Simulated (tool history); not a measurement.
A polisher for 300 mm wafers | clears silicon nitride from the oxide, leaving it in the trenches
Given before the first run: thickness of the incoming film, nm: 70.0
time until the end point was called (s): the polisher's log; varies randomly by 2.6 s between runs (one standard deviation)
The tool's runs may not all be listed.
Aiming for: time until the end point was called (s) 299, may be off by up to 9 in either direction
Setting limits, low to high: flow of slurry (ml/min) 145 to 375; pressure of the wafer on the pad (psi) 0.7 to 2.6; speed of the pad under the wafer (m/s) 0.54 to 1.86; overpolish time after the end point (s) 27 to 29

| run | hour | flow of slurry (ml/min) | pressure of the wafer on the pad (psi) | speed of the pad under the wafer (m/s) | overpolish time after the end point (s) | time until the end point was called (s) |
|---|---|---|---|---|---|---|
| 1 | 0 | 240 | 1.6 | 1.18 | 27 | 117.13 |
| 2 | 3.2 | 240 | 1.6 | 1.18 | 27 | 115.71 |
| 3 | 7.2 | 240 | 1.6 | 1.18 | 29 | 116.11 |
| 4 | 14.6 | 240 | 1.6 | 1.18 | 29 | 117 |
| 5 | 23.3 | 240 | 1.6 | 1.18 | 27 | 117.66 |
| 6 | 25 | 275 | 1.6 | 1.18 | 27 | 115.03 |
| 7 | 30.7 | 270 | 1.4 | 1.08 | 27 | 143.81 |
| 8 | 37.7 | 270 | 1.3 | 1.02 | 27 | 163.11 |
| 9 | 45.9 | 270 | 1.2 | 0.98 | 27 | 183.71 |
| 10 | 48 | 255 | 0.7 | 0.8 | 27 | 370.42 |
| 11 | 56.5 | 275 | 0.7 | 0.8 | 27 | 364.43 |
| 12 | 63 | 285 | 0.7 | 0.8 | 27 | 365.28 |
| 13 | 65.9 | 290 | 0.8 | 0.8 | 27 | 325.95 |
| 14 | 74.1 | 290 | 0.8 | 0.8 | 27 | 320.42 |
| 15 | 80.2 | 300 | 0.8 | 0.8 | 27 | 319.99 |
| 16 | 88.4 | 310 | 0.8 | 0.8 | 27 | 319.55 |
| 17 | 90.4 | 315 | 0.9 | 0.8 | 27 | 287.97 |
| 18 | 93.5 | 310 | 0.9 | 0.8 | 27 | 289.57 |
| 19 | 95.5 | 305 | 0.9 | 0.8 | 27 | 288.06 |
| 20 | 103.5 | 305 | 0.8 | 0.8 | 27 | 324.47 |
| 21 | 109.2 | 310 | 0.8 | 0.8 | 27 | 322.93 |
| 22 | 110.4 | 315 | 0.8 | 0.8 | 27 | 320.8 |
| 23 | 114 | 320 | 0.8 | 0.8 | 27 | 321.1 |
| 24 | 122 | 325 | 0.9 | 0.8 | 27 | 285.34 |
| 25 | 127.3 | 325 | 0.9 | 0.8 | 27 | 288.08 |
| 26 | 132.8 | 320 | 0.8 | 0.8 | 27 | 315.95 |
| 27 | 134.1 | 325 | 0.8 | 0.8 | 27 | 320.02 |
| 28 | 137.8 | 330 | 0.9 | 0.8 | 27 | 288.65 |
| 29 | 140.1 | 330 | 0.9 | 0.8 | 27 | 288 |
| 30 | 148 | 325 | 0.9 | 0.8 | 27 | 286.85 |

4 next moves are on the table. One of them brings every result within its allowed miss. Which?
| A | 155.9 | 375 | 0.9 | 0.72 | 29 | ? |
| B | 155.9 | 305 | 0.8 | 0.86 | 28 | ? |
| C | 155.9 | 365 | 1 | 0.74 | 27 | ? |
| D | 155.9 | 255 | 0.8 | 0.8 | 29 | ? |

| move | time until the end point was called (s) |
|---|---|
| A | 313.48 |
| B | 300.52 |
| C | 276.84 |
| D | 327.55 |
A: pushes the last run's worst result past its target
B: hits every target within its allowed miss
C: misses by more than the last run did
D: pushes the last run's worst result past its target
B is the move that brings every result within its allowed miss.

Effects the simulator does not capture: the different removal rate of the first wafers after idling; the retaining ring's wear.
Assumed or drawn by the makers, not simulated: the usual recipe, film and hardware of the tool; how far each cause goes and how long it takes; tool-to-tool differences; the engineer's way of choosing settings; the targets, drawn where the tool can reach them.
